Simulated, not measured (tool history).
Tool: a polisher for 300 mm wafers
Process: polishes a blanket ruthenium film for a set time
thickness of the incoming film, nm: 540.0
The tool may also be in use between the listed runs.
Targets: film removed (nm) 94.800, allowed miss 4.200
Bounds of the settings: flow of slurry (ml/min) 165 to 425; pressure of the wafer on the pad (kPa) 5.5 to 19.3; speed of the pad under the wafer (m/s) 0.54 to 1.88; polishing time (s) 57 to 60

run,hour,flow of slurry (ml/min),pressure of the wafer on the pad (kPa),speed of the pad under the wafer (m/s),polishing time (s),film removed (nm)
1,0.0,275,12.4,1.20,57,65.775
2,0.8,275,12.4,0.90,57,50.802
3,7.2,275,12.4,0.70,57,39.031
4,11.2,275,12.4,0.70,57,38.698
5,17.8,275,14.5,0.78,57,48.172
6,20.6,275,14.5,1.00,57,61.226
7,26.8,275,14.5,1.00,57,61.021
8,35.2,275,17.9,1.08,57,78.710
9,40.9,275,18.6,1.12,57,85.151
10,42.5,275,18.6,1.14,57,84.725
11,48.9,275,18.6,1.16,57,88.410

5 next moves are on the table. One of them brings every result within its allowed miss. Which?
A,55.3,255,17.2,1.28,60,?
B,55.3,220,15.9,1.32,59,?
C,55.3,265,17.2,1.22,57,?
D,55.3,390,19.3,1.06,57,?
E,55.3,240,17.9,1.08,57,?

move,film removed (nm)
A,91.018
B,83.864
C,83.027
D,83.649
E,75.031
A: meets every target
B: further off than the last run
C: further off than the last run
D: further off than the last run
E: further off than the last run
Answer: A
